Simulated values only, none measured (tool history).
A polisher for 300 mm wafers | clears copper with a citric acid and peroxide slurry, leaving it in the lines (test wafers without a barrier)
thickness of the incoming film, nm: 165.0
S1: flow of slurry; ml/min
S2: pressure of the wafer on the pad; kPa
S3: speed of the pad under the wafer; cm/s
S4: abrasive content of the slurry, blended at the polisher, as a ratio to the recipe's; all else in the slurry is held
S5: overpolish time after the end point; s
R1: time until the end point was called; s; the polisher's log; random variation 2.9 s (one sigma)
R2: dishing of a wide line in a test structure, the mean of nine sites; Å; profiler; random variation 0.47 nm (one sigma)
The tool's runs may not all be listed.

run 1 hour=0.0 | S1=270 S2=22.8 S3=92 S4=1.0 S5=23 | R1=86.369 R2=333.35
run 2 hour=6.0 | S1=270 S2=19.3 S3=92 S4=1.0 S5=23 | R1=101.300 R2=307.20
run 3 hour=9.9 | S1=270 S2=19.3 S3=70 S4=1.0 S5=23 | R1=128.110 R2=242.74
run 4 hour=16.2 | S1=270 S2=18.6 S3=70 S4=1.0 S5=24 | R1=129.850 R2=240.51
run 5 hour=18.8 | S1=270 S2=18.6 S3=70 S4=1.0 S5=19 | R1=133.160 R2=199.08
run 6 hour=21.6 | S1=270 S2=18.6 S3=70 S4=1.0 S5=15 | R1=129.800 R2=160.58

The next listed run, before its measurement:
run 7 hour=26.4 | S1=270 S2=17.9 S3=72 S4=1.0 S5=18 | R1=? R2=?

R1: 134.500 s
R2: 185.57 Å
